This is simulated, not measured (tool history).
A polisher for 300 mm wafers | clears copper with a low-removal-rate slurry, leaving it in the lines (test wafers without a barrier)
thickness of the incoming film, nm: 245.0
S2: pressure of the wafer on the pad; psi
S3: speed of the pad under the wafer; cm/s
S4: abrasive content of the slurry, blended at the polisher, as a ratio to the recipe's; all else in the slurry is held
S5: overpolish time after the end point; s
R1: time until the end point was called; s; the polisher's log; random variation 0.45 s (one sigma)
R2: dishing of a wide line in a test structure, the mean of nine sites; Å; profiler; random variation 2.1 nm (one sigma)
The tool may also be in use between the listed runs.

Run 1, hour 0.0: flow of slurry (ml/min) 180, S2 3.1 psi, S3 84 cm/s, S4 1.0, S5 24 s. Result: R1 82.030 s, R2 479.07 Å.
Run 2, hour 7.5: flow of slurry (ml/min) 180, S2 3.1 psi, S3 84 cm/s, S4 1.0, S5 31 s. Result: R1 82.228 s, R2 572.25 Å.
Run 3, hour 12.9: flow of slurry (ml/min) 185, S2 3.3 psi, S3 84 cm/s, S4 1.0, S5 32 s. Result: R1 78.064 s, R2 633.56 Å.
Run 4, hour 21.2: flow of slurry (ml/min) 220, S2 3.3 psi, S3 84 cm/s, S4 1.0, S5 32 s. Result: R1 76.638 s, R2 633.03 Å.
Run 5, hour 22.7: flow of slurry (ml/min) 220, S2 3.5 psi, S3 84 cm/s, S4 1.0, S5 32 s. Result: R1 71.711 s, R2 640.84 Å.
Run 6, hour 29.0: flow of slurry (ml/min) 240, S2 3.5 psi, S3 84 cm/s, S4 1.0, S5 32 s. Result: R1 71.887 s, R2 662.60 Å.
Run 7, hour 32.0: flow of slurry (ml/min) 240, S2 3.7 psi, S3 84 cm/s, S4 1.0, S5 33 s. Result: R1 66.830 s, R2 693.89 Å.

Run 8 comes next. What will it give?
Run 8, hour 38.6: flow of slurry (ml/min) 240, S2 3.8 psi, S3 84 cm/s, S4 1.0, S5 34 s. Result: R1 ?, R2 ?.

Run 8 gave R1 65.853 s, R2 709.31 Å.
